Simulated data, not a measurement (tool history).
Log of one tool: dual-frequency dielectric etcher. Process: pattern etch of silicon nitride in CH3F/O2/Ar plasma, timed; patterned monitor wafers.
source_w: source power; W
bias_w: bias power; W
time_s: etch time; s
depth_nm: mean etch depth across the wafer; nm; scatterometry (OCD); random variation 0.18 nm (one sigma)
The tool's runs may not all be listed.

run,day,source_w,bias_w,time_s,depth_nm
1,0,320,59,68.5,42.426
2,0.112,320,59,68.5,42.935
3,0.196,320,59,68.5,42.989
4,0.296,290,57,68.5,40.423
5,0.558,270,56,68.5,39.416
6,0.754,270,56,68.5,38.951
7,1.133,250,56,68.5,38.121
8,1.204,250,56,68.5,37.961
9,1.246,240,56,68.5,37.488

Forecast run 10:
10,1.379,230,56,68.5,?

Run 10 gave depth_nm 36.794 nm.

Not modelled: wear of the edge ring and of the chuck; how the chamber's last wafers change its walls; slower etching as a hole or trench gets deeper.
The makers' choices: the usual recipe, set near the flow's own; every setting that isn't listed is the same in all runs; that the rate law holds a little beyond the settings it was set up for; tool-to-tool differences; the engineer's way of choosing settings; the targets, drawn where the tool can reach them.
